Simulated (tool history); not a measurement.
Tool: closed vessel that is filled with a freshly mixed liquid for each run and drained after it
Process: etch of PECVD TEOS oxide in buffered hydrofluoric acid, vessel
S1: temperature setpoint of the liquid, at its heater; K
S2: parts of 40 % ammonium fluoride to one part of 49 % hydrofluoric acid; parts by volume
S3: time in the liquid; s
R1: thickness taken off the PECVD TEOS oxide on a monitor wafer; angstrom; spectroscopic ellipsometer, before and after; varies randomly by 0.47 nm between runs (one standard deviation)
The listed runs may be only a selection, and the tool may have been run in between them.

run	hour	S1	S2	S3	R1
1	0.0	296.15	23.0	30	224.32
2	5.3	294.15	23.0	30	201.67
3	7.7	296.15	20.0	30	245.08
4	13.1	297.65	17.5	30	300.20
5	18.2	299.15	16.0	30	355.16
6	23.5	299.15	19.0	30	305.88
7	26.5	300.15	17.5	30	349.20
8	34.8	301.15	16.5	30	388.57
9	36.1	301.65	15.5	30	414.56
10	40.7	304.15	9.5	30	771.08
11	49.9	303.15	9.5	30	724.31
12	50.9	302.15	9.5	30	685.49
13	56.3	301.65	9.5	30	674.15

Run 14 has not been measured yet. What should we expect?
14	57.4	301.15	9.5	30	?

{"run 14": {"R1": 639.71}}
